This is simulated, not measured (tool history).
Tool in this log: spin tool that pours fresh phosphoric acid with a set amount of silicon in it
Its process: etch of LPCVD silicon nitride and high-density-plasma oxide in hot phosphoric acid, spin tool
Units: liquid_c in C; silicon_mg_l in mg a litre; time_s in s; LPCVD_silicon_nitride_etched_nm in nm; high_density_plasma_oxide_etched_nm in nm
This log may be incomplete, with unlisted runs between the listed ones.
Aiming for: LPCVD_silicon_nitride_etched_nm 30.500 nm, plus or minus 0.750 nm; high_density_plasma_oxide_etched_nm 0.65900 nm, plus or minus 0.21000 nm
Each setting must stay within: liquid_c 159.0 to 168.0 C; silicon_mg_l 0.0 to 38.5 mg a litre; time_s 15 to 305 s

| run | hour | liquid_c | silicon_mg_l | time_s | LPCVD_silicon_nitride_etched_nm | high_density_plasma_oxide_etched_nm |
|---|---|---|---|---|---|---|
| 1 | 0.0 | 164.0 | 17.0 | 155 | 15.408 | 0.38152 |
| 2 | 2.5 | 164.5 | 19.0 | 175 | 17.683 | 0.42725 |
| 3 | 10.1 | 164.5 | 19.0 | 135 | 13.498 | 0.31377 |
| 4 | 13.7 | 164.5 | 24.0 | 135 | 13.570 | 0.25568 |
| 5 | 19.6 | 163.0 | 24.0 | 135 | 12.761 | 0.21340 |
| 6 | 28.4 | 161.5 | 24.0 | 135 | 12.307 | 0.21188 |
| 7 | 36.8 | 162.5 | 24.0 | 160 | 15.135 | 0.22352 |
| 8 | 38.6 | 165.0 | 13.0 | 235 | 23.972 | 0.61637 |

Next run, 4 choices. One meets every target within its allowed miss, the rest don't. Which?
| A | 40.4 | 167.5 | 3.0 | 275 | ? | ? |
| B | 40.4 | 163.0 | 14.5 | 300 | ? | ? |
| C | 40.4 | 166.0 | 0.0 | 305 | ? | ? |
| D | 40.4 | 168.0 | 24.5 | 270 | ? | ? |

| move | LPCVD_silicon_nitride_etched_nm | high_density_plasma_oxide_etched_nm |
|---|---|---|
| A | 30.505 | 1.15560 |
| B | 28.713 | 0.70906 |
| C | 32.220 | 1.21710 |
| D | 30.439 | 0.68971 |
A: brings the last run's worst result on target, with another outside its allowed miss
B: gains on the last run, yet a result remains outside its allowed miss
C: carries the result that was furthest off beyond its target, to the other side
D: every result lands within tolerance
So the answer is move D, the one that meets all the targets.

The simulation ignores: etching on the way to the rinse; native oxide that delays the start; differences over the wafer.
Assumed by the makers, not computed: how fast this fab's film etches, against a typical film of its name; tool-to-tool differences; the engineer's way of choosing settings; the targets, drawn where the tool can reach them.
